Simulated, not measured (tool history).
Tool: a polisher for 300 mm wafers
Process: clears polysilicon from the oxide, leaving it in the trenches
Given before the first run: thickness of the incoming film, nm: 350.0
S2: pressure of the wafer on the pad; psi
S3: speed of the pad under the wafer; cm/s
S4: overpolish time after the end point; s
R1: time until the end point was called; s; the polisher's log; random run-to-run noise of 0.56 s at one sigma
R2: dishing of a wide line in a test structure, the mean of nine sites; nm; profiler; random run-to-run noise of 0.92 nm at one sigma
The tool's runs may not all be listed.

run 1 day=0 | flow_of_slurry_(ml/min)=260 S2=3.3 S3=88 S4=16 | R1=23.037 R2=70.807
run 2 day=0.096 | flow_of_slurry_(ml/min)=260 S2=2.9 S3=80 S4=13 | R1=27.766 R2=66.741
run 3 day=0.258 | flow_of_slurry_(ml/min)=265 S2=2.6 S3=72 S4=11 | R1=32.812 R2=57.018
run 4 day=0.588 | flow_of_slurry_(ml/min)=265 S2=3.1 S3=72 S4=11 | R1=28.158 R2=61.436
run 5 day=0.833 | flow_of_slurry_(ml/min)=265 S2=2.7 S3=66 S4=10 | R1=33.756 R2=56.758
run 6 day=0.958 | flow_of_slurry_(ml/min)=265 S2=3 S3=66 S4=10 | R1=30.235 R2=58.3
run 7 day=1.012 | flow_of_slurry_(ml/min)=260 S2=2 S3=50 S4=5 | R1=53.303 R2=26.71
run 8 day=1.225 | flow_of_slurry_(ml/min)=260 S2=1.9 S3=50 S4=9 | R1=55.942 R2=41.376
run 9 day=1.417 | flow_of_slurry_(ml/min)=255 S2=1.9 S3=50 S4=10 | R1=55.798 R2=43.849
run 10 day=1.629 | flow_of_slurry_(ml/min)=250 S2=1.9 S3=50 S4=10 | R1=56.166 R2=41.346
run 11 day=1.871 | flow_of_slurry_(ml/min)=290 S2=1.7 S3=50 S4=17 | R1=60.891 R2=54.994
run 12 day=2.004 | flow_of_slurry_(ml/min)=290 S2=1.7 S3=50 S4=16 | R1=61.223 R2=52.337
run 13 day=2.196 | flow_of_slurry_(ml/min)=290 S2=1.7 S3=50 S4=16 | R1=59.584 R2=51.244
run 14 day=2.325 | flow_of_slurry_(ml/min)=295 S2=1.7 S3=50 S4=15 | R1=61.047 R2=52.688
run 15 day=2.358 | flow_of_slurry_(ml/min)=285 S2=1.7 S3=50 S4=14 | R1=60.72 R2=50.134

Estimate the outcome of run 16 from the log above:
run 16 day=2.438 | flow_of_slurry_(ml/min)=285 S2=1.7 S3=50 S4=13 | R1=? R2=?

{"run 16": {"R1": 60.992, "R2": 46.53}}
